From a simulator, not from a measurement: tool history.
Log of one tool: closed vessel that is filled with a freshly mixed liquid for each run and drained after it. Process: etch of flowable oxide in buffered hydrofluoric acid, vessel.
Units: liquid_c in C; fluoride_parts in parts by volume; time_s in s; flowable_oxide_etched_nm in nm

run,day,liquid_c,fluoride_parts,time_s,flowable_oxide_etched_nm
1,0,22,20.5,30,36.302
2,0.112,22,20.5,30,36.728
3,0.383,24.5,19.5,30,43.895
4,0.612,22,19.5,30,37.73
5,0.975,22,25,30,32.022
6,1.142,22,25,30,31.613
7,1.279,24.5,22.5,30,38.878
8,1.475,26,20.5,30,45.096
9,1.571,27,19,30,51.255

The next listed run, before its measurement:
10,1.712,28,18.5,30,?

flowable_oxide_etched_nm: 55.754 nm
